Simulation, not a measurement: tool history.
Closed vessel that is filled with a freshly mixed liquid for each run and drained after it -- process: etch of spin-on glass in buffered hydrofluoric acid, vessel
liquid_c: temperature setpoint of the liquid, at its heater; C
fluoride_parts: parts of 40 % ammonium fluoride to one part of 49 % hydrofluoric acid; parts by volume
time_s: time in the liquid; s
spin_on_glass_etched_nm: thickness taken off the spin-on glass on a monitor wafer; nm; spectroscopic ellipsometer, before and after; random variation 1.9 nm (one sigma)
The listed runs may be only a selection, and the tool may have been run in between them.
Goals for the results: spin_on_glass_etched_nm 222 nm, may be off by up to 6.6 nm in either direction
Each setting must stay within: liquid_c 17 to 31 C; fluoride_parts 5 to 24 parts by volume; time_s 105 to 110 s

Run 1, day 0: liquid_c 23 C, fluoride_parts 14.5 parts by volume, time_s 105 s. Result: spin_on_glass_etched_nm 284.43 nm.
Run 2, day 0.125: liquid_c 21 C, fluoride_parts 14.5 parts by volume, time_s 105 s. Result: spin_on_glass_etched_nm 256.85 nm.
Run 3, day 0.208: liquid_c 20.5 C, fluoride_parts 14.5 parts by volume, time_s 105 s. Result: spin_on_glass_etched_nm 250.75 nm.
Run 4, day 0.533: liquid_c 24 C, fluoride_parts 14.5 parts by volume, time_s 105 s. Result: spin_on_glass_etched_nm 304.38 nm.
Run 5, day 0.825: liquid_c 22.5 C, fluoride_parts 14.5 parts by volume, time_s 105 s. Result: spin_on_glass_etched_nm 280.79 nm.
Run 6, day 0.938: liquid_c 22.5 C, fluoride_parts 14.5 parts by volume, time_s 110 s. Result: spin_on_glass_etched_nm 290.53 nm.
Run 7, day 1.125: liquid_c 21.5 C, fluoride_parts 14.5 parts by volume, time_s 110 s. Result: spin_on_glass_etched_nm 277.05 nm.
Run 8, day 1.421: liquid_c 20.5 C, fluoride_parts 14.5 parts by volume, time_s 110 s. Result: spin_on_glass_etched_nm 263.7 nm.
Run 9, day 1.512: liquid_c 20 C, fluoride_parts 14.5 parts by volume, time_s 110 s. Result: spin_on_glass_etched_nm 255.24 nm.
Run 10, day 1.65: liquid_c 19.5 C, fluoride_parts 14.5 parts by volume, time_s 110 s. Result: spin_on_glass_etched_nm 250.54 nm.
Run 11, day 1.754: liquid_c 19 C, fluoride_parts 14.5 parts by volume, time_s 110 s. Result: spin_on_glass_etched_nm 240.24 nm.
Run 12, day 1.796: liquid_c 18.5 C, fluoride_parts 14.5 parts by volume, time_s 110 s. Result: spin_on_glass_etched_nm 236.52 nm.

Next run, 5 choices. One meets every target within its allowed miss, the rest don't. Which?
Run A, day 1.838: liquid_c 20.5 C, fluoride_parts 15 parts by volume, time_s 105 s. Result: spin_on_glass_etched_nm ?.
Run B, day 1.838: liquid_c 18.5 C, fluoride_parts 15.5 parts by volume, time_s 110 s. Result: spin_on_glass_etched_nm ?.
Run C, day 1.838: liquid_c 24 C, fluoride_parts 18.5 parts by volume, time_s 105 s. Result: spin_on_glass_etched_nm ?.
Run D, day 1.838: liquid_c 17 C, fluoride_parts 15 parts by volume, time_s 110 s. Result: spin_on_glass_etched_nm ?.
Run E, day 1.838: liquid_c 18.5 C, fluoride_parts 16 parts by volume, time_s 105 s. Result: spin_on_glass_etched_nm ?.

move  spin_on_glass_etched_nm
   A                   240.64
   B                   218.43
   C                      237
   D                   207.35
   E                   202.08
A: moves away from the targets compared with the last run
B: hits every target within its allowed miss
C: just as far off the targets as the last run
D: carries the result that was furthest off beyond its target, to the other side
E: carries the result that was furthest off beyond its target, to the other side
Move B is the one to make.
